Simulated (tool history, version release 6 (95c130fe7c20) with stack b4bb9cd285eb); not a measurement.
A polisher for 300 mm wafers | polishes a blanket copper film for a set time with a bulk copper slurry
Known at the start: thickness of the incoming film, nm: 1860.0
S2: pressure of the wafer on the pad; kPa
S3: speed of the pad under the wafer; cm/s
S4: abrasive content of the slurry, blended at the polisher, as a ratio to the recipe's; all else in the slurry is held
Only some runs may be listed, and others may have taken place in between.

run 1 day=0.000 | flow_of_slurry_(ml/min)=215 S2=16.5 S3=84 S4=1.0 polishing_time_(s)=50 | film_removed_(nm)=297.38
run 2 day=0.346 | flow_of_slurry_(ml/min)=240 S2=16.5 S3=84 S4=1.0 polishing_time_(s)=50 | film_removed_(nm)=301.23
run 3 day=0.488 | flow_of_slurry_(ml/min)=245 S2=17.9 S3=84 S4=1.0 polishing_time_(s)=50 | film_removed_(nm)=327.12
run 4 day=0.712 | flow_of_slurry_(ml/min)=245 S2=17.9 S3=84 S4=1.0 polishing_time_(s)=50 | film_removed_(nm)=323.47
run 5 day=0.812 | flow_of_slurry_(ml/min)=245 S2=17.9 S3=84 S4=0.9 polishing_time_(s)=50 | film_removed_(nm)=316.57
run 6 day=0.954 | flow_of_slurry_(ml/min)=245 S2=15.9 S3=84 S4=0.9 polishing_time_(s)=50 | film_removed_(nm)=282.54

Run 7 has not been measured yet. What should we expect?
run 7 day=1.167 | flow_of_slurry_(ml/min)=265 S2=20.0 S3=86 S4=0.9 polishing_time_(s)=50 | film_removed_(nm)=?

film removed (nm): 351.08

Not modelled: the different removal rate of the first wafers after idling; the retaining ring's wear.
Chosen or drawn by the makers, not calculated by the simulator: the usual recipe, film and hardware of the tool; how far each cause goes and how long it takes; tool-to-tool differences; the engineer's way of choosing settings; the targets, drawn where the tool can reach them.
